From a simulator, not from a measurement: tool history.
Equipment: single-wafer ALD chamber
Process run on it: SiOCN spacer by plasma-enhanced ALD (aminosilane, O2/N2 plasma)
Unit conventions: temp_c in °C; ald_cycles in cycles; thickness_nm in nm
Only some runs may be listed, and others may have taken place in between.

Run 1, day 0.000: temp_c 405 °C, ald_cycles 92 cycles. Result: thickness_nm 5.3538 nm.
Run 2, day 0.100: temp_c 405 °C, ald_cycles 86 cycles. Result: thickness_nm 5.0255 nm.
Run 3, day 0.354: temp_c 406 °C, ald_cycles 86 cycles. Result: thickness_nm 4.9872 nm.
Run 4, day 0.508: temp_c 407 °C, ald_cycles 86 cycles. Result: thickness_nm 4.9778 nm.
Run 5, day 0.867: temp_c 407 °C, ald_cycles 96 cycles. Result: thickness_nm 5.5589 nm.
Run 6, day 1.142: temp_c 411 °C, ald_cycles 96 cycles. Result: thickness_nm 5.4832 nm.
Run 7, day 1.471: temp_c 413 °C, ald_cycles 95 cycles. Result: thickness_nm 5.3972 nm.
Run 8, day 1.596: temp_c 415 °C, ald_cycles 94 cycles. Result: thickness_nm 5.3207 nm.
Run 9, day 1.650: temp_c 416 °C, ald_cycles 93 cycles. Result: thickness_nm 5.2510 nm.

Run 10, settings as shown, results not yet in. Your forecast:
Run 10, day 1.954: temp_c 417 °C, ald_cycles 92 cycles. Result: thickness_nm ?.

Run 10 came out at thickness_nm 5.1896 nm.

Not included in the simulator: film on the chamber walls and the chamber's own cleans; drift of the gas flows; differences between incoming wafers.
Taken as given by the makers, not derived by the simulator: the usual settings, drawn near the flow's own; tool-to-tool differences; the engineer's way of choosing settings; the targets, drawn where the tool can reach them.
